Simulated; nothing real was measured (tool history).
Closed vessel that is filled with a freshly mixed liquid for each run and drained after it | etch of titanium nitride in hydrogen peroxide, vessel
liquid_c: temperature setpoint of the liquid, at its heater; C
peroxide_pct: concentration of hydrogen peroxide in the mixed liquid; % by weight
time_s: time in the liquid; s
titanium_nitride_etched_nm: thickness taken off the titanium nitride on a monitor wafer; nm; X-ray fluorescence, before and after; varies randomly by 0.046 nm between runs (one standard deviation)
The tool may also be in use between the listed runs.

run  hour  liquid_c  peroxide_pct  time_s  titanium_nitride_etched_nm
  1   0.0      43.0            22     385                      7.8623
  2   8.2      37.5            22     385                      5.1567
  3  14.7      37.5            20     385                      5.0610
  4  16.8      37.5            17     385                      4.8915
  5  21.0      37.5            13     385                      4.6019
  6  27.0      39.0            13     385                      5.1508
  7  31.6      40.0            13     385                      5.5709

Forecast run 8:
     39.9  -- peroxide flow meter replaced
  8  39.9      41.0            13     385                           ?

Run 8 measured titanium_nitride_etched_nm 5.9713 nm.
